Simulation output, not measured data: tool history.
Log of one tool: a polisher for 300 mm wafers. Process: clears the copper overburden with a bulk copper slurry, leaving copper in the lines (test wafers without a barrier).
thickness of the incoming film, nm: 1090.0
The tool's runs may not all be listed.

run,day,flow of slurry (ml/min),pressure of the wafer on the pad (psi),speed of the pad under the wafer (cm/s),abrasive content of the slurry,overpolish time after the end point (s),time until the end point was called (s),dishing of a wide line in a test structure (nm)
1,0.000,190,1.7,138,1.00,29,133.78,30.867
2,0.058,190,1.4,138,1.00,29,156.78,30.280
3,0.162,190,1.3,132,1.00,29,180.11,29.460
4,0.200,190,1.6,132,1.00,29,151.11,30.263
5,0.300,190,1.6,132,1.15,29,147.86,30.087
6,0.517,190,1.6,132,1.25,29,142.68,30.607
7,0.621,185,1.4,126,1.25,32,168.36,30.061
8,0.738,185,1.4,126,1.25,32,166.49,29.702
9,1.000,185,1.3,118,1.20,32,185.66,29.832

Run 10, settings as shown, results not yet in. Your forecast:
10,1.312,185,1.2,114,1.20,32,?,?

Run 10 gave time until the end point was called (s) 207.93, dishing of a wide line in a test structure (nm) 29.644.

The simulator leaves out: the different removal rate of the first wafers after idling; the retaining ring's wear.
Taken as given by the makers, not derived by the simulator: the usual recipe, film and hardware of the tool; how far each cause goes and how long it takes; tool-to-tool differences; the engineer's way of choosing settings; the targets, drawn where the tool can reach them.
